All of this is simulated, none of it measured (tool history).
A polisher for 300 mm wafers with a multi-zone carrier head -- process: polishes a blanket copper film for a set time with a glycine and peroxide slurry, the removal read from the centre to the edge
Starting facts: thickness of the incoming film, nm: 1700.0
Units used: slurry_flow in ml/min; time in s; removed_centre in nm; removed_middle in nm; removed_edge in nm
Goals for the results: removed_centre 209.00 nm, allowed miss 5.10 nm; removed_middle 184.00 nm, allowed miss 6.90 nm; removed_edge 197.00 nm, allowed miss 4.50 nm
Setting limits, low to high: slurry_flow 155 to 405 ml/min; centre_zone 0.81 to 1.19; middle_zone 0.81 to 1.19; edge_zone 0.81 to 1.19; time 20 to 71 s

Run 1, hour 0.0: slurry_flow 260 ml/min, centre_zone 1.00, middle_zone 1.00, edge_zone 1.00, time 45 s. Result: removed_centre 331.91 nm, removed_middle 331.21 nm, removed_edge 331.16 nm.
Run 2, hour 1.3: slurry_flow 255 ml/min, centre_zone 1.00, middle_zone 0.95, edge_zone 0.95, time 38 s. Result: removed_centre 274.43 nm, removed_middle 269.08 nm, removed_edge 275.42 nm.
Run 3, hour 8.6: slurry_flow 255 ml/min, centre_zone 1.02, middle_zone 0.92, edge_zone 0.91, time 34 s. Result: removed_centre 250.37 nm, removed_middle 230.49 nm, removed_edge 240.23 nm.
Run 4, hour 9.5: slurry_flow 245 ml/min, centre_zone 1.02, middle_zone 0.90, edge_zone 0.88, time 32 s. Result: removed_centre 234.15 nm, removed_middle 215.15 nm, removed_edge 224.07 nm.
Run 5, hour 16.8: slurry_flow 235 ml/min, centre_zone 1.02, middle_zone 0.88, edge_zone 0.86, time 31 s. Result: removed_centre 227.12 nm, removed_middle 209.31 nm, removed_edge 215.18 nm.
Run 6, hour 25.7: slurry_flow 235 ml/min, centre_zone 1.02, middle_zone 0.83, edge_zone 0.86, time 31 s. Result: removed_centre 226.64 nm, removed_middle 195.61 nm, removed_edge 217.05 nm.
Run 7, hour 32.4: slurry_flow 225 ml/min, centre_zone 1.02, middle_zone 0.83, edge_zone 0.84, time 30 s. Result: removed_centre 218.45 nm, removed_middle 186.38 nm, removed_edge 205.63 nm.
Run 8, hour 35.2: slurry_flow 210 ml/min, centre_zone 1.02, middle_zone 0.84, edge_zone 0.83, time 30 s. Result: removed_centre 216.88 nm, removed_middle 190.26 nm, removed_edge 202.72 nm.
Run 9, hour 37.9: slurry_flow 200 ml/min, centre_zone 1.02, middle_zone 0.83, edge_zone 0.83, time 30 s. Result: removed_centre 216.06 nm, removed_middle 185.68 nm, removed_edge 201.91 nm.
Run 10, hour 44.3: slurry_flow 190 ml/min, centre_zone 1.01, middle_zone 0.83, edge_zone 0.83, time 30 s. Result: removed_centre 211.76 nm, removed_middle 181.43 nm, removed_edge 203.76 nm.
Run 11, hour 51.2: slurry_flow 190 ml/min, centre_zone 1.01, middle_zone 0.84, edge_zone 0.82, time 30 s. Result: removed_centre 212.76 nm, removed_middle 186.33 nm, removed_edge 202.01 nm.

Consider the 4 candidate settings below. Which is the only one whose results all fall within their allowed miss of target?
Run A, hour 58.1: slurry_flow 230 ml/min, centre_zone 1.01, middle_zone 0.87, edge_zone 0.83, time 30 s. Result: removed_centre ?, removed_middle ?, removed_edge ?.
Run B, hour 58.1: slurry_flow 270 ml/min, centre_zone 1.03, middle_zone 0.87, edge_zone 0.88, time 28 s. Result: removed_centre ?, removed_middle ?, removed_edge ?.
Run C, hour 58.1: slurry_flow 215 ml/min, centre_zone 0.90, middle_zone 0.83, edge_zone 0.86, time 31 s. Result: removed_centre ?, removed_middle ?, removed_edge ?.
Run D, hour 58.1: slurry_flow 200 ml/min, centre_zone 1.04, middle_zone 0.82, edge_zone 0.85, time 31 s. Result: removed_centre ?, removed_middle ?, removed_edge ?.

move  removed_centre  removed_middle  removed_edge
   A          218.01          193.81        203.32
   B          210.63          183.28        195.94
   C          199.22          191.65        212.07
   D          228.77          188.40        210.15
A: the biggest miss grows against the last run
B: all results land within tolerance of their targets
C: the biggest miss grows against the last run
D: the biggest miss grows against the last run
The move that meets every target is B.

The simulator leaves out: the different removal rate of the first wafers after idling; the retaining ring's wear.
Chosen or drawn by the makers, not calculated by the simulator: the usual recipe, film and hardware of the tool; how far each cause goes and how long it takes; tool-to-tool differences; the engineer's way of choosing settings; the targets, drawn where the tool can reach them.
